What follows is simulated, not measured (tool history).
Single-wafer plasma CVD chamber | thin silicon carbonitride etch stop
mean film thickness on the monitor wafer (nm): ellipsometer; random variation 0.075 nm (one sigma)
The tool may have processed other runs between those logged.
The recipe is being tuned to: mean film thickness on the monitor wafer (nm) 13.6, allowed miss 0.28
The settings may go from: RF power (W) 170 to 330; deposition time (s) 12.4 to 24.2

run	hour	RF power (W)	deposition time (s)	mean film thickness on the monitor wafer (nm)
1	0	250	18.3	10.783
2	0.8	260	19	11.346
3	7.7	230	19	11.045
4	16.1	230	20	11.565
5	25	230	18.1	10.47
6	25.5	230	16.1	9.3628
# hour 31.8: thermocouple changed; heater temperature recalibrated
7	31.8	245	17.3	10.062
8	40.8	250	18.3	10.852
9	44.9	260	18.9	11.159
10	49.2	265	19.6	11.652
11	52.1	270	20.2	12.238
12	53	275	20.5	12.404
13	56.4	275	20.5	12.417
14	64.1	280	20.8	12.634
15	71.9	285	21	12.771
16	73.9	290	21.2	12.957

4 next moves are on the table. One of them brings every result within its allowed miss. Which?
A	75.9	275	21.5	?
B	75.9	245	22.4	?
C	75.9	325	21.5	?
D	75.9	295	23	?

move	mean film thickness on the monitor wafer (nm)
A	12.965
B	13.122
C	13.531
D	14.119
A: no nearer and no further than the last run
B: better than the last run, though not everything is in spec
C: each result inside its tolerance
D: pushes the last run's worst result past its target
Correct choice: C, which meets every target
